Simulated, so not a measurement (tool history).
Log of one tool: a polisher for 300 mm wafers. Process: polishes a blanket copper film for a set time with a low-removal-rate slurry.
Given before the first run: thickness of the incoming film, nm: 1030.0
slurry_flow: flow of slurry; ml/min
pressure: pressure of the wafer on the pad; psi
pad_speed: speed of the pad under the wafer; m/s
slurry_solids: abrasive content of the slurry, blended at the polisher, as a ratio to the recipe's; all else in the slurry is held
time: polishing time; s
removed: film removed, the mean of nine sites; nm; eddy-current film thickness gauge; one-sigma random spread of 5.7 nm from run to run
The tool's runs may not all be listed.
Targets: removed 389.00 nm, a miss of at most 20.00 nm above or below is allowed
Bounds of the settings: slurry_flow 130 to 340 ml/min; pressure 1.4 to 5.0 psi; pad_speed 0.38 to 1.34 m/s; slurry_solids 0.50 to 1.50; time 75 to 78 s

| run | hour | slurry_flow | pressure | pad_speed | slurry_solids | time | removed |
|---|---|---|---|---|---|---|---|
| 1 | 0.0 | 220 | 3.2 | 0.86 | 1.00 | 75 | 216.40 |
| 2 | 8.1 | 220 | 3.7 | 0.88 | 1.00 | 75 | 250.20 |
| 3 | 10.6 | 220 | 3.7 | 0.88 | 1.20 | 75 | 258.58 |
| 4 | 15.0 | 220 | 3.7 | 0.88 | 1.40 | 75 | 266.52 |
| 5 | 16.7 | 220 | 3.7 | 0.88 | 1.50 | 75 | 270.42 |
| 6 | 17.7 | 220 | 4.0 | 0.88 | 1.50 | 75 | 285.72 |
| 7 | 20.9 | 220 | 4.3 | 0.90 | 1.50 | 75 | 310.14 |
| 8 | 26.6 | 220 | 4.5 | 0.92 | 1.50 | 75 | 331.98 |
| 9 | 28.2 | 220 | 4.6 | 0.94 | 1.50 | 75 | 343.70 |
| 10 | 30.6 | 220 | 4.7 | 0.96 | 1.50 | 75 | 354.63 |
| 11 | 31.4 | 220 | 4.8 | 0.96 | 1.50 | 75 | 360.25 |

Consider the 5 candidate settings below. Which is the only one whose results all fall within their allowed miss of target?
| A | 32.2 | 165 | 4.5 | 0.92 | 1.25 | 76 | ? |
| B | 32.2 | 190 | 4.9 | 0.90 | 1.30 | 76 | ? |
| C | 32.2 | 270 | 5.0 | 0.90 | 1.50 | 78 | ? |
| D | 32.2 | 290 | 4.2 | 1.00 | 1.45 | 75 | ? |
| E | 32.2 | 220 | 4.4 | 1.02 | 1.35 | 75 | ? |

| move | removed |
|---|---|
| A | 319.19 |
| B | 345.12 |
| C | 381.49 |
| D | 346.87 |
| E | 355.89 |
A: its largest miss is bigger than the last run's
B: its largest miss is bigger than the last run's
C: hits every target within its allowed miss
D: its largest miss is bigger than the last run's
E: its largest miss is bigger than the last run's
Go with C: it meets all targets.
